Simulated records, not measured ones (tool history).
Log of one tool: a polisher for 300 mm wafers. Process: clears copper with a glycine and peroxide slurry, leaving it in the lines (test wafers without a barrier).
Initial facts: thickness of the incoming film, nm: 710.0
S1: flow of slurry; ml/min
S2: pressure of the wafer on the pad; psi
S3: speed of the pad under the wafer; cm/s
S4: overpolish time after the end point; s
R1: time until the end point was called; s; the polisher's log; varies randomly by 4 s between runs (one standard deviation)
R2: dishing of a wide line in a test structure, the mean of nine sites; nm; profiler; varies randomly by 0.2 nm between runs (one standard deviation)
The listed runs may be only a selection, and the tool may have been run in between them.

run 1 hour=0.0 | S1=140 S2=2.9 S3=106 S4=11 | R1=108.72 R2=48.9440
run 2 hour=5.8 | S1=110 S2=2.9 S3=106 S4=11 | R1=107.16 R2=48.8440
run 3 hour=10.0 | S1=110 S2=2.9 S3=84 S4=11 | R1=127.48 R2=43.3640
run 4 hour=17.4 | S1=105 S2=2.6 S3=78 S4=10 | R1=147.36 R2=36.7140
run 5 hour=19.1 | S1=105 S2=2.6 S3=90 S4=10 | R1=136.45 R2=37.0520
run 6 hour=20.8 | S1=135 S2=2.6 S3=90 S4=10 | R1=130.02 R2=39.7480
run 7 hour=29.6 | S1=125 S2=2.4 S3=84 S4=9 | R1=145.48 R2=33.1570
run 8 hour=34.0 | S1=120 S2=2.2 S3=80 S4=8 | R1=164.59 R2=27.8880
run 9 hour=34.8 | S1=115 S2=2.1 S3=78 S4=7 | R1=171.48 R2=24.1000
run 10 hour=37.3 | S1=110 S2=2.0 S3=78 S4=6 | R1=178.72 R2=19.5790
run 11 hour=40.6 | S1=105 S2=1.9 S3=80 S4=6 | R1=182.87 R2=19.4510
run 12 hour=43.9 | S1=100 S2=1.8 S3=80 S4=6 | R1=192.71 R2=18.1370
run 13 hour=44.8 | S1=100 S2=1.7 S3=82 S4=6 | R1=201.82 R2=18.7990
run 14 hour=47.8 | S1=100 S2=1.7 S3=76 S4=6 | R1=201.68 R2=17.6890
run 15 hour=55.6 | S1=100 S2=1.7 S3=76 S4=6 | R1=208.56 R2=18.1120
run 16 hour=63.0 | S1=100 S2=1.6 S3=78 S4=6 | R1=222.09 R2=16.7180
run 17 hour=68.5 | S1=100 S2=1.6 S3=80 S4=6 | R1=213.71 R2=16.8100
run 18 hour=75.4 | S1=100 S2=1.6 S3=82 S4=6 | R1=209.16 R2=17.4910
run 19 hour=80.7 | S1=140 S2=1.3 S3=60 S4=3 | R1=263.64 R2=7.2959
run 20 hour=83.8 | S1=140 S2=1.4 S3=60 S4=3 | R1=257.47 R2=7.8718

Forecast run 21:
run 21 hour=91.8 | S1=145 S2=1.5 S3=60 S4=3 | R1=? R2=?

Logged for run 21: R1 234.70 s, R2 8.1737 nm.

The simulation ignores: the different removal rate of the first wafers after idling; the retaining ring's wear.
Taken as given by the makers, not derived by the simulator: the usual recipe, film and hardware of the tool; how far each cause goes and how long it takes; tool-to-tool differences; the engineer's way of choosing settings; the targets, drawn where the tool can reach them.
